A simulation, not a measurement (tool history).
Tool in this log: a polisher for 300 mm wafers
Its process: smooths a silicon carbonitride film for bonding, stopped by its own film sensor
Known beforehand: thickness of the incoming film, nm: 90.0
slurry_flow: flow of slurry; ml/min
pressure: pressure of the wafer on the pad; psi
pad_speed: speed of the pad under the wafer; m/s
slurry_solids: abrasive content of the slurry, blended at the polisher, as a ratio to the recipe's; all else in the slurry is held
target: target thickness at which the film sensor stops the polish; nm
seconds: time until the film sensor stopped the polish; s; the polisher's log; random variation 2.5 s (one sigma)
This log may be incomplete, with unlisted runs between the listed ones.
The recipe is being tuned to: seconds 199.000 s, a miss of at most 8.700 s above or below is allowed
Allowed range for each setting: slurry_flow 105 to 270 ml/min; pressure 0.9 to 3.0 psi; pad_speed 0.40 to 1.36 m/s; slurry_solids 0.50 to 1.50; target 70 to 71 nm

{"run": 1, "hour": 0.0, "slurry_flow": 175, "pressure": 1.9, "pad_speed": 0.88, "slurry_solids": 1.0, "target": 71, "seconds": 71.481}
{"run": 2, "hour": 4.5, "slurry_flow": 175, "pressure": 1.6, "pad_speed": 0.74, "slurry_solids": 0.95, "target": 71, "seconds": 101.91}
{"run": 3, "hour": 11.1, "slurry_flow": 175, "pressure": 1.4, "pad_speed": 0.68, "slurry_solids": 0.95, "target": 71, "seconds": 123.95}
{"run": 4, "hour": 14.0, "slurry_flow": 175, "pressure": 1.3, "pad_speed": 0.64, "slurry_solids": 0.95, "target": 71, "seconds": 137.31}
{"run": 5, "hour": 20.2, "slurry_flow": 175, "pressure": 1.3, "pad_speed": 0.64, "slurry_solids": 1.1, "target": 71, "seconds": 125.05}
{"run": 6, "hour": 22.7, "slurry_flow": 175, "pressure": 1.8, "pad_speed": 0.64, "slurry_solids": 1.1, "target": 71, "seconds": 95.415}
{"run": 7, "hour": 26.4, "slurry_flow": 175, "pressure": 1.5, "pad_speed": 0.58, "slurry_solids": 1.1, "target": 71, "seconds": 123.03}
{"run": 8, "hour": 33.4, "slurry_flow": 175, "pressure": 1.3, "pad_speed": 0.54, "slurry_solids": 1.1, "target": 71, "seconds": 148.99}
{"run": 9, "hour": 36.9, "slurry_flow": 175, "pressure": 1.2, "pad_speed": 0.52, "slurry_solids": 1.1, "target": 71, "seconds": 164.65}
{"run": 10, "hour": 44.0, "slurry_flow": 175, "pressure": 1.1, "pad_speed": 0.52, "slurry_solids": 1.1, "target": 71, "seconds": 176.19}

Pick the move, out of 5, that brings all results within their allowed miss; only one does.
{"run": "A", "hour": 51.1, "slurry_flow": 185, "pressure": 1.0, "pad_speed": 0.54, "slurry_solids": 1.2, "target": 71, "seconds": "?"}
{"run": "B", "hour": 51.1, "slurry_flow": 165, "pressure": 1.1, "pad_speed": 0.46, "slurry_solids": 1.25, "target": 70, "seconds": "?"}
{"run": "C", "hour": 51.1, "slurry_flow": 185, "pressure": 1.4, "pad_speed": 0.4, "slurry_solids": 1.0, "target": 71, "seconds": "?"}
{"run": "D", "hour": 51.1, "slurry_flow": 175, "pressure": 1.1, "pad_speed": 0.58, "slurry_solids": 1.0, "target": 70, "seconds": "?"}
{"run": "E", "hour": 51.1, "slurry_flow": 160, "pressure": 1.4, "pad_speed": 0.48, "slurry_solids": 0.95, "target": 71, "seconds": "?"}

move=A seconds=180.180
move=B seconds=197.340
move=C seconds=180.770
move=D seconds=179.540
move=E seconds=164.240
A: an improvement on the last run, though not all results are within tolerance
B: every result within its allowed miss
C: an improvement on the last run, though not all results are within tolerance
D: an improvement on the last run, though not all results are within tolerance
E: misses by more than the last run did
Go with B: it meets all targets.

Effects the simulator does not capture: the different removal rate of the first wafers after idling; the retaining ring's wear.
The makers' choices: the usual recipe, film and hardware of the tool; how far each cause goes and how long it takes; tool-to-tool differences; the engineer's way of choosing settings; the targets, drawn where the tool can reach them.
